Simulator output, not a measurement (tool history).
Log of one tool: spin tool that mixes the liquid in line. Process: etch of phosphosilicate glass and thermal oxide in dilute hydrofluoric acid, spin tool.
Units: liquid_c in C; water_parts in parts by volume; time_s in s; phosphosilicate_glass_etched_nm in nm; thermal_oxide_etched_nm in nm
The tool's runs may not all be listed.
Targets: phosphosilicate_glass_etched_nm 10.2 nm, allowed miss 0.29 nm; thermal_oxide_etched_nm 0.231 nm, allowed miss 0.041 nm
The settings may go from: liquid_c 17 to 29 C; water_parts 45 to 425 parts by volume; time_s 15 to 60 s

run	hour	liquid_c	water_parts	time_s	phosphosilicate_glass_etched_nm	thermal_oxide_etched_nm
1	0	21	235	30	17.985	0.41449
2	7.2	20.5	245	30	16.746	0.37447
3	13.7	20	255	30	15.508	0.37882
4	14.3	20	320	30	11.643	0.24934
5	16.7	20	280	30	14.008	0.29538
6	23.3	20	285	30	13.495	0.28191
7	27.2	19.5	290	30	13.109	0.28206
8	32.1	19	295	30	12.616	0.3081
9	35.8	19	300	30	12.26	0.29965
10	42.3	19	305	30	11.979	0.26595
11	45.7	19	310	30	11.811	0.26208

Which of these 5 next moves meets every target?
A	49.1	20.5	385	35	?	?
B	49.1	22.5	295	30	?	?
C	49.1	17	370	35	?	?
D	49.1	19	330	30	?	?
E	49.1	19	360	30	?	?

move	phosphosilicate_glass_etched_nm	thermal_oxide_etched_nm
A	10.949	0.23518
B	14.226	0.30557
C	10.16	0.21823
D	10.857	0.2332
E	9.7091	0.20855
A: nearer than the last run, and not there yet
B: further off than the last run
C: meets every target
D: nearer than the last run, and not there yet
E: takes the result that was furthest off past its target
Answer: C
